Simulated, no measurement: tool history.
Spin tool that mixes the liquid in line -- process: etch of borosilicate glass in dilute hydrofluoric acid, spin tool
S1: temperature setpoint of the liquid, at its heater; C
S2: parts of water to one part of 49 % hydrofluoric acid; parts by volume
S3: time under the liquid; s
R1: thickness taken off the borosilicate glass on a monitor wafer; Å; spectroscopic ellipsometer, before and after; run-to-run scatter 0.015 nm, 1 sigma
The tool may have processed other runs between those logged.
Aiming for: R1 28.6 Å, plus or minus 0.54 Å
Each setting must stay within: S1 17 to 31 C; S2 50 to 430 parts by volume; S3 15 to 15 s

| run | hour | S1 | S2 | S3 | R1 |
|---|---|---|---|---|---|
| 1 | 0 | 23 | 240 | 15 | 19.097 |
| 2 | 1.1 | 23 | 190 | 15 | 25.373 |
| 3 | 6.1 | 23 | 145 | 15 | 35.015 |
| 4 | 12.2 | 22 | 145 | 15 | 33.572 |
| 5 | 19.8 | 22 | 210 | 15 | 21.639 |
| 6 | 28.5 | 23 | 210 | 15 | 22.783 |
| 7 | 36.4 | 24 | 210 | 15 | 23.311 |
| 8 | 45 | 25.5 | 210 | 15 | 24.762 |
| 9 | 47.3 | 26.5 | 210 | 15 | 25.483 |
| 10 | 51.8 | 27 | 210 | 15 | 26.063 |

Which of these 5 next moves meets every target?
| A | 56.3 | 29.5 | 210 | 15 | ? |
| B | 56.3 | 23 | 165 | 15 | ? |
| C | 56.3 | 26 | 180 | 15 | ? |
| D | 56.3 | 31 | 210 | 15 | ? |
| E | 56.3 | 30 | 205 | 15 | ? |

| move | R1 |
|---|---|
| A | 28.18 |
| B | 29.816 |
| C | 30.07 |
| D | 29.664 |
| E | 29.547 |
A: each result inside its tolerance
B: moves the result that the last run missed by most past its target, out the other side
C: moves the result that the last run missed by most past its target, out the other side
D: moves the result that the last run missed by most past its target, out the other side
E: moves the result that the last run missed by most past its target, out the other side
Go with A: it meets all targets.
